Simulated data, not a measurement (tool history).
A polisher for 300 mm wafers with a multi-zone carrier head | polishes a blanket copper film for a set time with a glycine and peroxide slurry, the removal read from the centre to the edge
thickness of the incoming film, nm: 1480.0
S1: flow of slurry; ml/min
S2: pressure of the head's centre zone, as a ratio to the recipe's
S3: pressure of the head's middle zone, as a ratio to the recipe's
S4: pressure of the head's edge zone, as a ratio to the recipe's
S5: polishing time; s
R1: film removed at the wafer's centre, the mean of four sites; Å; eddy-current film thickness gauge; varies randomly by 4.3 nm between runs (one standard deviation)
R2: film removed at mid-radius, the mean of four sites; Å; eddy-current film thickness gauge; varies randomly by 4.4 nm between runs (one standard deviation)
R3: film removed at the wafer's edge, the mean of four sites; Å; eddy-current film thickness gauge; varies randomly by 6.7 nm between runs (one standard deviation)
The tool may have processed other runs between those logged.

| run | day | S1 | S2 | S3 | S4 | S5 | R1 | R2 | R3 |
|---|---|---|---|---|---|---|---|---|---|
| 1 | 0.000 | 275 | 1.00 | 1.00 | 1.00 | 65 | 4278.0 | 4298.9 | 4323.7 |
| 2 | 0.204 | 280 | 1.01 | 1.00 | 1.02 | 66 | 4376.2 | 4414.6 | 4425.9 |
| 3 | 0.521 | 280 | 1.01 | 1.00 | 1.02 | 78 | 5205.3 | 5172.4 | 5273.5 |
| 4 | 0.750 | 280 | 1.01 | 1.00 | 0.94 | 78 | 5251.2 | 5217.0 | 4962.4 |
| 5 | 0.979 | 315 | 1.01 | 1.00 | 0.94 | 78 | 5261.2 | 5244.3 | 5171.2 |
| 6 | 1.171 | 315 | 1.01 | 0.98 | 0.94 | 78 | 5321.7 | 5186.0 | 5057.0 |
| 7 | 1.367 | 315 | 1.01 | 0.98 | 0.94 | 78 | 5269.9 | 5168.0 | 5146.5 |
| 8 | 1.712 | 310 | 1.01 | 0.96 | 0.94 | 78 | 5304.6 | 5063.6 | 5165.3 |

Run 9 is up next; what results do you expect?
| 9 | 1.817 | 305 | 1.01 | 0.95 | 0.94 | 78 | ? | ? | ? |

R1: 5321.6 Å
R2: 4952.1 Å
R3: 5125.0 Å
